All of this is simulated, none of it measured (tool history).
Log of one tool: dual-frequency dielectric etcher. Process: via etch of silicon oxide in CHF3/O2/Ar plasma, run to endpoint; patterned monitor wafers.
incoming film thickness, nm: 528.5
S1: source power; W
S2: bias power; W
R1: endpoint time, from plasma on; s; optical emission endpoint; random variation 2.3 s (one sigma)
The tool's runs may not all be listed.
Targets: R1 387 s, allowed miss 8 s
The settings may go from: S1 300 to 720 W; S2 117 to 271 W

| run | day | S1 | S2 | R1 |
|---|---|---|---|---|
| 1 | 0 | 510 | 194 | 309.4 |
| 2 | 0.312 | 460 | 183 | 324.72 |
| 3 | 0.55 | 460 | 196 | 323.92 |
| 4 | 0.783 | 460 | 209 | 318.63 |
| 5 | 0.838 | 390 | 209 | 345.75 |
| 6 | 1.162 | 390 | 237 | 337.98 |
| 7 | 1.192 | 370 | 224 | 354.91 |
| 8 | 1.3 | 350 | 223 | 357.48 |
| 9 | 1.596 | 300 | 189 | 410.31 |
| 10 | 1.929 | 300 | 189 | 403.18 |
| 11 | 2.012 | 310 | 189 | 400.41 |

Which of these 5 next moves meets every target?
| A | 2.096 | 300 | 201 | ? |
| B | 2.096 | 370 | 168 | ? |
| C | 2.096 | 340 | 206 | ? |
| D | 2.096 | 320 | 192 | ? |
| E | 2.096 | 320 | 158 | ? |

| move | R1 |
|---|---|
| A | 402.62 |
| B | 370.64 |
| C | 371.83 |
| D | 389.94 |
| E | 405.21 |
A: further off than the last run
B: takes the result that was furthest off past its target
C: takes the result that was furthest off past its target
D: meets every target
E: further off than the last run
Move D is the one to make.
